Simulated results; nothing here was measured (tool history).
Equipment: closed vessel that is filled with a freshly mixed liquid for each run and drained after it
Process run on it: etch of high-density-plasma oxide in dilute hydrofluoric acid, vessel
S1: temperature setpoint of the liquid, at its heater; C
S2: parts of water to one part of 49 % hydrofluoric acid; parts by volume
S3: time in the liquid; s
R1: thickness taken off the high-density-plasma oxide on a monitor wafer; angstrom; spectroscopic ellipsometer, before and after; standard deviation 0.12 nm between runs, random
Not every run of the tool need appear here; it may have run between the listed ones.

run 1 hour=0 | S1=22 S2=215 S3=595 | R1=159.54
run 2 hour=7.7 | S1=24 S2=215 S3=595 | R1=169.02
run 3 hour=8.8 | S1=24 S2=215 S3=390 | R1=111.96
run 4 hour=13.3 | S1=22 S2=190 S3=390 | R1=120.92
run 5 hour=20.3 | S1=24 S2=150 S3=395 | R1=174.9
run 6 hour=28.8 | S1=24 S2=150 S3=595 | R1=261.74

For run 7, what comes out?
run 7 hour=33.6 | S1=23 S2=150 S3=595 | R1=?

R1: 254.27 angstrom

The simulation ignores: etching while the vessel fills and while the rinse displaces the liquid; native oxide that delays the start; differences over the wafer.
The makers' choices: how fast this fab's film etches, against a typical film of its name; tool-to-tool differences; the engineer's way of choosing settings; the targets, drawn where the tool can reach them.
